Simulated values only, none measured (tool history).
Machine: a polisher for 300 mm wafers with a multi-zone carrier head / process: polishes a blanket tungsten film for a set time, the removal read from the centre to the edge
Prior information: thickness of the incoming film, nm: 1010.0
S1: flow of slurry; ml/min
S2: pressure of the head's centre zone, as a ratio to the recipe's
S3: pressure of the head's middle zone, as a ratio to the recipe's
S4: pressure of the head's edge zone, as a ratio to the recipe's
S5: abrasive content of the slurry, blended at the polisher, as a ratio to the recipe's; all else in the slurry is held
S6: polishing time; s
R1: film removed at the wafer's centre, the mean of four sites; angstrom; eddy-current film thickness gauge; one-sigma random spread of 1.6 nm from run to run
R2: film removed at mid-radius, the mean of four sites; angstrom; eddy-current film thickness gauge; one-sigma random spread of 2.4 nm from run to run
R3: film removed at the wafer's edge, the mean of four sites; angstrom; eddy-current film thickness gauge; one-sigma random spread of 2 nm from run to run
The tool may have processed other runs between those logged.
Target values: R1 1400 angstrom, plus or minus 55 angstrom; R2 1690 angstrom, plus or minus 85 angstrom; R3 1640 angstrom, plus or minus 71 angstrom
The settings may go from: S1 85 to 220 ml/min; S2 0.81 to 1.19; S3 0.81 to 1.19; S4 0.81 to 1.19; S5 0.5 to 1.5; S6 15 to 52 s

run,hour,S1,S2,S3,S4,S5,S6,R1,R2,R3
1,0,140,1,1,1,1,33,1982.4,2085.3,2106.1
2,8.3,140,1,1,1,1,41,2444.2,2534.6,2555.8
3,11,140,1,1,0.94,1,41,2506.5,2601.2,2547.6
4,11.7,140,1,0.93,0.94,1,41,2501.8,2484.7,2515.3
5,17.8,135,0.97,0.94,0.93,0.9,39,2258.4,2270,2357.3
6,24.4,135,0.95,0.97,0.92,0.85,37,2034,2142.1,2173.1
7,31.7,130,0.93,0.99,0.91,0.8,36,1852.3,2103.3,2085.3
8,36.9,130,0.92,0.99,0.9,0.75,35,1791.9,2007.3,2009.7
9,40.4,130,0.92,0.99,0.9,0.75,35,1761.5,2061.4,1967.1
10,48.6,125,0.91,0.98,0.89,0.7,34,1710.7,1876.3,1850.1
11,56.1,120,0.89,0.98,0.88,0.65,34,1629,1813.4,1825.5
12,62.6,115,0.88,0.99,0.87,0.6,34,1579.8,1846.6,1771
13,68.3,110,0.87,0.99,0.87,0.6,34,1516.6,1807,1817.4
14,72.7,110,0.87,0.99,0.86,0.6,34,1522.8,1754.8,1756.2
15,76.7,105,0.87,1,0.85,0.6,34,1523,1762.7,1743
16,85,95,0.83,1.01,0.82,0.5,33,1309.9,1677.6,1569.9

Of the 4 settings listed for the next run, only one would bring every result within its allowed miss of target. Which one?
A,93.3,85,0.84,1.05,0.83,0.5,32,?,?,?
B,93.3,140,0.98,1.13,0.81,0.5,29,?,?,?
C,93.3,170,0.94,1.14,0.81,0.5,28,?,?,?
D,93.3,90,0.86,1.03,0.82,0.6,33,?,?,?

move,R1,R2,R3
A,1263.8,1651.1,1518.9
B,1510.3,1777.9,1471.4
C,1453.4,1788.2,1454.6
D,1410.8,1768.4,1639.5
A: misses by more than the last run did
B: takes the result that was furthest off past its target
C: the furthest-off result lands on target, but another misses its tolerance
D: all results land within tolerance of their targets
The right move is D.
